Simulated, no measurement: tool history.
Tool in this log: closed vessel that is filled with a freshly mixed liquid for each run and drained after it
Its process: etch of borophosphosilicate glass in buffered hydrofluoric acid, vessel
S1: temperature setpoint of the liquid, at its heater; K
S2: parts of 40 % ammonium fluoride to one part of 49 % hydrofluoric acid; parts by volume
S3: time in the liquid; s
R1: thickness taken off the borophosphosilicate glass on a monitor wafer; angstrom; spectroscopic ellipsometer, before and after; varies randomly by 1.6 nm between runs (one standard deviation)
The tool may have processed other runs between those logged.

run  hour      S1   S2  S3      R1
  1     0  294.15  9.5  95  1372.3
  2   8.4  294.15  9.5  95  1358.8
  3  16.7  294.65  9.5  95  1399.5
  4    23  295.15  9.5  95  1416.7
  5  23.8  295.15  8.5  95  1622.6
  6  25.9  295.15  8.5  95  1608.2
  7  34.2  295.65  8.5  95  1645.5
  8    41  296.65  8.5  95  1770.2
     46.5  -- hydrofluoric acid flow meter replaced
  9  46.5  297.15  8.5  95  1581.3
 10  47.7  298.15    7  95  2062.1

Expected results for the next run?
 11  56.4  297.65   7  95   ?

{"run 11": {"R1": 2046.7}}
